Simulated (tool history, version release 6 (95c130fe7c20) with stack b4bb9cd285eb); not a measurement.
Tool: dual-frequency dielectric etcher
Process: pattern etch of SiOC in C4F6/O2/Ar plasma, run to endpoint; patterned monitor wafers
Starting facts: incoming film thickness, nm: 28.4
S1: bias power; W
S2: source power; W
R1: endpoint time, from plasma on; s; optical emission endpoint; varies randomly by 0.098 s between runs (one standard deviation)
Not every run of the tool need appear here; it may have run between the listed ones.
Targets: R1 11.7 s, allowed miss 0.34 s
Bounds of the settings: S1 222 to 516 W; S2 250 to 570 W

| run | hour | S1 | S2 | R1 |
|---|---|---|---|---|
| 1 | 0 | 369 | 410 | 9.8724 |
| 2 | 6.7 | 396 | 410 | 9.866 |
| 3 | 11.9 | 396 | 350 | 10.286 |
| 4 | 19.9 | 396 | 300 | 11.06 |
| 5 | 28.2 | 456 | 300 | 10.43 |
| 6 | 30.7 | 456 | 340 | 10.055 |
| 7 | 34.3 | 423 | 320 | 10.437 |
| 8 | 37.2 | 397 | 300 | 11.08 |
| 9 | 44.4 | 397 | 300 | 10.899 |
| 10 | 49.7 | 381 | 290 | 11.114 |
| 11 | 57.6 | 370 | 280 | 11.417 |
| 12 | 62.1 | 365 | 280 | 11.295 |

Next run, 4 choices. One meets every target within its allowed miss, the rest don't. Which?
| A | 66.6 | 282 | 250 | ? |
| B | 66.6 | 369 | 250 | ? |
| C | 66.6 | 397 | 290 | ? |
| D | 66.6 | 310 | 250 | ? |

| move | R1 |
|---|---|
| A | 12.455 |
| B | 11.621 |
| C | 10.888 |
| D | 12.165 |
A: moves the result that the last run missed by most past its target, out the other side
B: each result inside its tolerance
C: its largest miss is bigger than the last run's
D: moves the result that the last run missed by most past its target, out the other side
The right move is B.
